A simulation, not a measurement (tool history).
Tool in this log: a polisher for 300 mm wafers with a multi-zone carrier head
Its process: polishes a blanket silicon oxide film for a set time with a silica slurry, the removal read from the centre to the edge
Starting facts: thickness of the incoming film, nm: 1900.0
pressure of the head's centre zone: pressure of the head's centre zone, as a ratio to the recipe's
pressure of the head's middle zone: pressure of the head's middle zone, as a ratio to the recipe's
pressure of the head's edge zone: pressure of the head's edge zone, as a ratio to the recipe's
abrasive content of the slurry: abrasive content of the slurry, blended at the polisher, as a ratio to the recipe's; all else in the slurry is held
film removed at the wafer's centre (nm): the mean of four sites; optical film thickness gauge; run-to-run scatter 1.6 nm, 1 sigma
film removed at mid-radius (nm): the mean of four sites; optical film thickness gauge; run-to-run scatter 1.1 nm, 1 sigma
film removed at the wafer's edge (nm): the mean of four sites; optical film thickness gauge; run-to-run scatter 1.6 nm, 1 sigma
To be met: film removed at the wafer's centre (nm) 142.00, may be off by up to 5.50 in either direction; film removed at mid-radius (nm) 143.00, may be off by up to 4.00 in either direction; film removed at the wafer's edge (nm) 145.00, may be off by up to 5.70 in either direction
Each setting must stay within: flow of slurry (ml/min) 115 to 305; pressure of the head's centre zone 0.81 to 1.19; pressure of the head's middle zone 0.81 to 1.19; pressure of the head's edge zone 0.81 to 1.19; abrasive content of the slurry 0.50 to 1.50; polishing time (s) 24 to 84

run	hour	flow of slurry (ml/min)	pressure of the head's centre zone	pressure of the head's middle zone	pressure of the head's edge zone	abrasive content of the slurry	polishing time (s)	film removed at the wafer's centre (nm)	film removed at mid-radius (nm)	film removed at the wafer's edge (nm)
1	0.0	195	1.00	1.00	1.00	1.00	54	254.31	248.56	246.06
2	5.3	195	1.00	1.00	1.00	1.00	41	188.00	190.90	189.43
3	12.3	195	0.93	1.00	1.00	1.00	41	175.93	190.22	189.24
4	18.2	195	0.93	1.00	1.00	1.10	41	182.70	198.09	193.76
5	25.9	190	0.93	0.99	0.97	1.00	40	169.04	183.55	181.88
6	28.0	190	0.94	0.98	0.94	0.90	40	163.21	174.23	166.22
# hour 35.4: slurry nozzle cleaned
7	35.4	180	0.93	0.95	0.92	0.90	40	163.71	175.01	171.97
8	36.4	185	0.93	0.94	0.92	0.80	40	158.62	167.06	164.41
9	40.2	185	0.93	0.93	0.91	0.75	40	154.46	160.83	160.96
10	45.2	185	0.93	0.92	0.90	0.70	40	151.42	155.91	150.99
11	47.5	180	0.93	0.91	0.90	0.70	40	150.94	152.51	151.30
12	52.1	175	0.93	0.90	0.90	0.70	40	150.36	152.39	154.91
13	56.1	170	0.93	0.90	0.89	0.70	40	148.91	152.77	152.36

Exercise: of the 4 proposed moves below, exactly one satisfies all targets within the stated allowed misses. Which move is it?
A	60.1	150	0.98	0.89	0.81	0.60	43	?	?	?
B	60.1	150	0.90	0.81	0.93	0.75	42	?	?	?
C	60.1	165	0.93	0.97	0.83	0.70	42	?	?	?
D	60.1	130	0.91	0.86	0.82	0.80	38	?	?	?

move	film removed at the wafer's centre (nm)	film removed at mid-radius (nm)	film removed at the wafer's edge (nm)
A	157.81	151.22	145.98
B	154.80	152.74	164.89
C	157.43	167.68	154.18
D	143.01	144.91	144.10
A: misses by more than the last run did
B: misses by more than the last run did
C: misses by more than the last run did
D: hits every target within its allowed miss
Move D is the one to make.
